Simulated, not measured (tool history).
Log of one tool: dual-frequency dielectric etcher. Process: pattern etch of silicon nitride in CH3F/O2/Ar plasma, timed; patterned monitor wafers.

run,hour,source power (kW),bias power (kW),etch time (s),mean etch depth across the wafer (angstrom)
1,0.0,0.500,0.095,45.5,406.80
2,9.0,0.500,0.095,45.5,406.73
3,14.6,0.450,0.095,45.5,393.00
4,17.3,0.490,0.096,45.5,405.50
5,23.4,0.490,0.096,41.5,370.71
6,25.7,0.410,0.096,41.5,350.57
7,33.2,0.450,0.098,41.5,362.68
8,38.0,0.490,0.101,41.5,376.61
9,40.5,0.520,0.105,41.5,388.26
10,46.3,0.550,0.109,41.5,399.30

Estimate the outcome of run 11 from the log above:
11,52.7,0.570,0.112,41.5,?

{"run 11": {"mean etch depth across the wafer (angstrom)": 408.05}}
